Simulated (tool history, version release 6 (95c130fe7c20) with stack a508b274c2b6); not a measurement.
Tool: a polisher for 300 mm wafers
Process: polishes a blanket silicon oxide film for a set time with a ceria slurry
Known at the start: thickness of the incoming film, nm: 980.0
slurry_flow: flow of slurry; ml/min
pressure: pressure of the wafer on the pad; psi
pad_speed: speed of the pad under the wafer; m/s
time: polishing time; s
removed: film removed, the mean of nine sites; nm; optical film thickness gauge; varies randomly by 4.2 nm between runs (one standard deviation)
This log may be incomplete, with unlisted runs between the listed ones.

run	day	slurry_flow	pressure	pad_speed	time	removed
1	0.000	135	2.2	1.28	63	244.59
2	0.350	135	2.2	1.16	63	224.88
3	0.596	110	2.2	1.16	63	214.37
4	0.825	100	2.2	1.16	63	208.63
5	0.967	105	2.3	1.16	63	223.37
6	1.300	105	2.0	1.16	63	198.60
7	1.392	110	2.2	1.16	63	219.70
8	1.525	110	2.3	1.16	63	220.23
9	1.646	115	2.4	1.18	63	238.22
10	1.925	120	2.5	1.18	63	248.00
11	2.046	125	2.6	1.18	63	263.70
12	2.296	155	3.2	1.20	63	334.80
13	2.658	155	3.4	1.20	63	358.65

What will run 14 give?
14	2.796	155	3.5	1.20	63	?

Logged for run 14: removed 359.93 nm.

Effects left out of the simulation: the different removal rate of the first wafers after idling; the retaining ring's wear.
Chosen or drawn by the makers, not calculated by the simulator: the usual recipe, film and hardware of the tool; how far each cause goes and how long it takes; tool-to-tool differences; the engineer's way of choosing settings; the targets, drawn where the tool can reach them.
